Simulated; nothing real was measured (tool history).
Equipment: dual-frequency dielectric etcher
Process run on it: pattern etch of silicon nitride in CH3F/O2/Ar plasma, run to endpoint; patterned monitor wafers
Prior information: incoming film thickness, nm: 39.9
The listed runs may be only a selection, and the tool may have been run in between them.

run  hour  source power (W)  bias power (W)  endpoint time (s)
  1   0.0               400              70             55.913
  2   0.9               400              60             59.660
  3   6.7               400              72             55.844
  4  13.0               390              72             56.005
  5  18.2               390              61             59.556
  6  20.6               460              61             57.143
  7  23.5               450              60             57.131
  8  24.8               440              60             57.369

Forecast run 9:
  9  33.2               430              60                  ?

{"run 9": {"endpoint time (s)": 58.26}}

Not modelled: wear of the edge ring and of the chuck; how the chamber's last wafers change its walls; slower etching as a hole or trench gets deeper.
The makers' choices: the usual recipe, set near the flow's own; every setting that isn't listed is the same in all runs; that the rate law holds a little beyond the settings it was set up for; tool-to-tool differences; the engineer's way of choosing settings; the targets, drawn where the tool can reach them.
